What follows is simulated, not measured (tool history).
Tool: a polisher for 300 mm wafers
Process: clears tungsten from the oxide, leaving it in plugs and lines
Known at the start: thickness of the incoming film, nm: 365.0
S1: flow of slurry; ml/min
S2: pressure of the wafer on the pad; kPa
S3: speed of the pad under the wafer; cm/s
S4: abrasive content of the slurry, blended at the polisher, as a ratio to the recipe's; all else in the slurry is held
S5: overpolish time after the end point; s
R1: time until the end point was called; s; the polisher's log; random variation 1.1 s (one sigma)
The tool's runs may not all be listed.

run,hour,S1,S2,S3,S4,S5,R1
1,0,260,16.5,106,1,5,131.71
2,6.9,260,17.9,106,1,5,121.45
3,11,260,17.9,106,1.2,5,117.17
4,16.8,260,18.6,106,1.2,5,111.8
5,21.2,260,18.6,106,1,5,119.58
6,29.1,260,20,106,1,5,110.29
7,34.9,260,20.7,106,1,5,109.41

The next listed run, before its measurement:
8,39.3,260,21.4,106,1,5,?

R1: 104.43 s
